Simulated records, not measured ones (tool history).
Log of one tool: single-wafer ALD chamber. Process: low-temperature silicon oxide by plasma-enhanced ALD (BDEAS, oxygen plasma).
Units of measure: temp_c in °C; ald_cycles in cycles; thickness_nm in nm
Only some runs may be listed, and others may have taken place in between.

Run 1, hour 0.0: temp_c 115 °C, ald_cycles 37 cycles. Result: thickness_nm 4.9537 nm.
Run 2, hour 6.7: temp_c 107 °C, ald_cycles 37 cycles. Result: thickness_nm 4.9980 nm.
Run 3, hour 8.4: temp_c 99 °C, ald_cycles 37 cycles. Result: thickness_nm 5.0786 nm.
Run 4, hour 12.4: temp_c 95 °C, ald_cycles 37 cycles. Result: thickness_nm 5.1569 nm.
Run 5, hour 20.5: temp_c 95 °C, ald_cycles 38 cycles. Result: thickness_nm 5.3081 nm.
Run 6, hour 24.7: temp_c 91 °C, ald_cycles 38 cycles. Result: thickness_nm 5.3443 nm.

Estimate the outcome of run 7 from the log above:
Run 7, hour 28.9: temp_c 91 °C, ald_cycles 39 cycles. Result: thickness_nm ?.

{"run 7": {"thickness_nm": 5.4814}}
